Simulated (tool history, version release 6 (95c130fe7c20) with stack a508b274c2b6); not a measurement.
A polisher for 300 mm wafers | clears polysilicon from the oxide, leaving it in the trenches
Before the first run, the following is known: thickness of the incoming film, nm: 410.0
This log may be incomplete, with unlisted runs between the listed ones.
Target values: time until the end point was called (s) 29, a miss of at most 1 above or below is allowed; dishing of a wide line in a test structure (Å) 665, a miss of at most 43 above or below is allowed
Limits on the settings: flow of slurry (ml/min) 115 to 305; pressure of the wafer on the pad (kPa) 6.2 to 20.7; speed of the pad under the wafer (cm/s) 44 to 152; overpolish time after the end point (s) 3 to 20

run  hour  flow of slurry (ml/min)  pressure of the wafer on the pad (kPa)  speed of the pad under the wafer (cm/s)  overpolish time after the end point (s)  time until the end point was called (s)  dishing of a wide line in a test structure (Å)
  1     0                      195                                    13.1                                       98                                       10                                   40.537                                          561.32
  2   0.6                      195                                    13.1                                       98                                        7                                   41.399                                          452.64
  3   6.4                      195                                    13.8                                       98                                        8                                   38.558                                          493.71
  4  13.4                      195                                    13.8                                       98                                        6                                   39.353                                          435.97
  5  17.5                      195                                    14.5                                       98                                        7                                    36.87                                           501.2
  6  24.3                      195                                    17.2                                       98                                        7                                   31.294                                          538.08
  7  32.7                      195                                    17.2                                       98                                        8                                   30.968                                          566.38
  8  41.1                      195                                    17.2                                       98                                        8                                   32.055                                          556.24
  9  46.2                      200                                    17.9                                       98                                        9                                    30.17                                          618.17
 10  47.3                      200                                    17.9                                       98                                        9                                    29.65                                          613.39

Which single option among these 4 for the next run brings every result within its allowed miss of target? Just one does.
  A  48.4                      205                                    17.9                                      102                                       12                                        ?                                               ?
  B  48.4                      210                                    17.9                                       96                                        7                                        ?                                               ?
  C  48.4                      215                                    17.9                                       94                                        8                                        ?                                               ?
  D  48.4                      215                                    20.7                                       84                                        7                                        ?                                               ?

move  time until the end point was called (s)  dishing of a wide line in a test structure (Å)
   A                                   28.602                                          681.27
   B                                   29.947                                           541.1
   C                                   30.375                                          573.48
   D                                   28.834                                          551.49
A: in spec on every target
B: further off than the last run
C: further off than the last run
D: further off than the last run
Answer: A

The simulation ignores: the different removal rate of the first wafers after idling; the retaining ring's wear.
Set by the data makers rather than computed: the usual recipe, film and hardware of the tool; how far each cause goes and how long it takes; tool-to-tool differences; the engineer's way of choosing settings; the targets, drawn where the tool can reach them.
